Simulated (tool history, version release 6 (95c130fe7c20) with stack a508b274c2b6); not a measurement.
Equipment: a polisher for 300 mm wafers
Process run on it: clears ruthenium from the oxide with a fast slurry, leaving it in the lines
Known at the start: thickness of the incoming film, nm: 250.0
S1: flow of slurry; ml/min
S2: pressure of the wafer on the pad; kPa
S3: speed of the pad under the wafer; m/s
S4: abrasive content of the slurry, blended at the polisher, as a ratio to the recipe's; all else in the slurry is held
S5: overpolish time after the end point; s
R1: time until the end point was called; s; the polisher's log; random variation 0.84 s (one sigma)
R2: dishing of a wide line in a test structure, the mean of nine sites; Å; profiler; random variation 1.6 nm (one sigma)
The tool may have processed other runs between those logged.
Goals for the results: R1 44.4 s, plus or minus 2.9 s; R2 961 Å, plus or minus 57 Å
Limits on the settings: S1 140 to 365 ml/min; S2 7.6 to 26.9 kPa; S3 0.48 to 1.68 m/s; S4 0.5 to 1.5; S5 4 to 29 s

{"run": 1, "hour": 0.0, "S1": 235, "S2": 17.2, "S3": 1.08, "S4": 1, "S5": 15, "R1": 61.421, "R2": 515.97}
{"run": 2, "hour": 3.5, "S1": 235, "S2": 17.2, "S3": 0.88, "S4": 1, "S5": 15, "R1": 74.035, "R2": 423.6}
{"run": 3, "hour": 10.6, "S1": 235, "S2": 19.3, "S3": 0.88, "S4": 1, "S5": 15, "R1": 66.15, "R2": 483.18}
{"run": 4, "hour": 15.8, "S1": 235, "S2": 20.7, "S3": 0.9, "S4": 1, "S5": 16, "R1": 60.193, "R2": 556.22}
{"run": 5, "hour": 17.3, "S1": 235, "S2": 20.7, "S3": 0.9, "S4": 0.9, "S5": 16, "R1": 64.046, "R2": 534.71}
{"run": 6, "hour": 19.5, "S1": 235, "S2": 20.7, "S3": 0.9, "S4": 0.8, "S5": 16, "R1": 65.336, "R2": 520.55}
{"run": 7, "hour": 23.8, "S1": 235, "S2": 21.4, "S3": 0.92, "S4": 0.8, "S5": 17, "R1": 62.198, "R2": 575.26}
{"run": 8, "hour": 30.3, "S1": 235, "S2": 22.1, "S3": 0.94, "S4": 0.8, "S5": 18, "R1": 60.291, "R2": 610.51}
{"run": 9, "hour": 36.0, "S1": 235, "S2": 22.8, "S3": 0.96, "S4": 0.8, "S5": 19, "R1": 56.948, "R2": 679.77}
{"run": 10, "hour": 36.9, "S1": 235, "S2": 23.4, "S3": 0.98, "S4": 0.8, "S5": 20, "R1": 54.909, "R2": 725.04}
{"run": 11, "hour": 45.9, "S1": 235, "S2": 24.1, "S3": 1, "S4": 0.8, "S5": 20, "R1": 52.71, "R2": 779.55}
{"run": 12, "hour": 53.0, "S1": 235, "S2": 24.8, "S3": 1.02, "S4": 0.8, "S5": 20, "R1": 51.191, "R2": 753.37}
{"run": 13, "hour": 61.1, "S1": 235, "S2": 24.8, "S3": 1.04, "S4": 0.8, "S5": 21, "R1": 49.589, "R2": 816.99}
{"run": 14, "hour": 68.5, "S1": 235, "S2": 25.5, "S3": 1.04, "S4": 0.8, "S5": 21, "R1": 47.209, "R2": 832.41}
{"run": 15, "hour": 70.5, "S1": 235, "S2": 25.5, "S3": 1.04, "S4": 0.8, "S5": 21, "R1": 48.706, "R2": 835.66}

Exercise: of the 4 proposed moves below, exactly one satisfies all targets within the stated allowed misses. Which move is it?
{"run": "A", "hour": 72.5, "S1": 265, "S2": 24.8, "S3": 0.86, "S4": 0.8, "S5": 20, "R1": "?", "R2": "?"}
{"run": "B", "hour": 72.5, "S1": 145, "S2": 26.9, "S3": 1.22, "S4": 0.75, "S5": 23, "R1": "?", "R2": "?"}
{"run": "C", "hour": 72.5, "S1": 245, "S2": 26.9, "S3": 1.04, "S4": 0.8, "S5": 15, "R1": "?", "R2": "?"}
{"run": "D", "hour": 72.5, "S1": 285, "S2": 22.1, "S3": 0.98, "S4": 0.85, "S5": 19, "R1": "?", "R2": "?"}

move=A R1=56.932 R2=716.94
move=B R1=44.422 R2=974.21
move=C R1=45.336 R2=682.13
move=D R1=55.333 R2=703.55
A: lands further from the targets than the last run did
B: all results land within tolerance of their targets
C: lands further from the targets than the last run did
D: lands further from the targets than the last run did
B meets every target.
